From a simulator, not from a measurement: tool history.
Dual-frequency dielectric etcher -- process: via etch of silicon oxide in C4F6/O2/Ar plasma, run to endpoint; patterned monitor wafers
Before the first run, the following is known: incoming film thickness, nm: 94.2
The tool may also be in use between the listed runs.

{"run": 1, "hour": 0.0, "bias power (kW)": 0.617, "source power (kW)": 0.43, "Ar flow (sccm)": 393, "endpoint time (s)": 17.895}
{"run": 2, "hour": 4.3, "bias power (kW)": 0.655, "source power (kW)": 0.44, "Ar flow (sccm)": 391, "endpoint time (s)": 17.52}
{"run": 3, "hour": 6.2, "bias power (kW)": 0.688, "source power (kW)": 0.45, "Ar flow (sccm)": 388, "endpoint time (s)": 16.952}
{"run": 4, "hour": 8.5, "bias power (kW)": 0.709, "source power (kW)": 0.46, "Ar flow (sccm)": 386, "endpoint time (s)": 16.718}
{"run": 5, "hour": 11.4, "bias power (kW)": 0.709, "source power (kW)": 0.42, "Ar flow (sccm)": 386, "endpoint time (s)": 17.853}
{"run": 6, "hour": 12.3, "bias power (kW)": 0.716, "source power (kW)": 0.44, "Ar flow (sccm)": 384, "endpoint time (s)": 17.112}

Run 7 comes next. What will it give?
{"run": 7, "hour": 14.9, "bias power (kW)": 0.731, "source power (kW)": 0.45, "Ar flow (sccm)": 382, "endpoint time (s)": "?"}

endpoint time (s): 16.689
